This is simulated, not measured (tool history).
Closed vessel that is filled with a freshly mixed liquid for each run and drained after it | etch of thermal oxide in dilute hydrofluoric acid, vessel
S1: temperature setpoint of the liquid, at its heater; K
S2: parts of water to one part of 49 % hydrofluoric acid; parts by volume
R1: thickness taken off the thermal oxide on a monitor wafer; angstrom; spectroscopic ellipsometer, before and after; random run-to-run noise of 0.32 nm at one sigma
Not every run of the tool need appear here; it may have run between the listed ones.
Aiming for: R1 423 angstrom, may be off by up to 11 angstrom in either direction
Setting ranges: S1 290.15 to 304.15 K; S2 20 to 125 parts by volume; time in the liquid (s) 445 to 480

Run 1, hour 0: S1 296.15 K, S2 70 parts by volume, time in the liquid (s) 445. Result: R1 264.56 angstrom.
Run 2, hour 1.2: S1 297.65 K, S2 70 parts by volume, time in the liquid (s) 445. Result: R1 282.41 angstrom.
Run 3, hour 2.6: S1 298.65 K, S2 70 parts by volume, time in the liquid (s) 445. Result: R1 292.36 angstrom.
Run 4, hour 7.8: S1 299.65 K, S2 70 parts by volume, time in the liquid (s) 445. Result: R1 308.27 angstrom.
Run 5, hour 9.6: S1 299.65 K, S2 70 parts by volume, time in the liquid (s) 480. Result: R1 331.52 angstrom.
Run 6, hour 16.3: S1 299.65 K, S2 85 parts by volume, time in the liquid (s) 480. Result: R1 266.92 angstrom.
Run 7, hour 20.1: S1 300.15 K, S2 80 parts by volume, time in the liquid (s) 480. Result: R1 290.73 angstrom.
Run 8, hour 21.7: S1 300.15 K, S2 80 parts by volume, time in the liquid (s) 480. Result: R1 293.18 angstrom.
Run 9, hour 30.1: S1 300.65 K, S2 75 parts by volume, time in the liquid (s) 480. Result: R1 318.05 angstrom.
Run 10, hour 33.9: S1 304.15 K, S2 60 parts by volume, time in the liquid (s) 480. Result: R1 464.34 angstrom.
Run 11, hour 36.9: S1 303.65 K, S2 60 parts by volume, time in the liquid (s) 480. Result: R1 461.38 angstrom.
Run 12, hour 43.3: S1 303.15 K, S2 60 parts by volume, time in the liquid (s) 480. Result: R1 452.21 angstrom.
Run 13, hour 45.1: S1 302.65 K, S2 60 parts by volume, time in the liquid (s) 480. Result: R1 441.38 angstrom.

Below are 5 possible settings for the next run. Only one of them brings all results inside the allowed miss of their targets. Which is it?
Run A, hour 46.9: S1 301.65 K, S2 65 parts by volume, time in the liquid (s) 480. Result: R1 ?.
Run B, hour 46.9: S1 299.15 K, S2 50 parts by volume, time in the liquid (s) 480. Result: R1 ?.
Run C, hour 46.9: S1 301.65 K, S2 60 parts by volume, time in the liquid (s) 475. Result: R1 ?.
Run D, hour 46.9: S1 302.65 K, S2 55 parts by volume, time in the liquid (s) 455. Result: R1 ?.
Run E, hour 46.9: S1 300.65 K, S2 50 parts by volume, time in the liquid (s) 450. Result: R1 ?.

move      R1
   A  387.51
   B  466.52
   C  418.65
   D  458.47
   E  464.52
A: takes the result that was furthest off past its target
B: lands further from the targets than the last run did
C: every result lands within tolerance
D: lands further from the targets than the last run did
E: lands further from the targets than the last run did
Answer: C
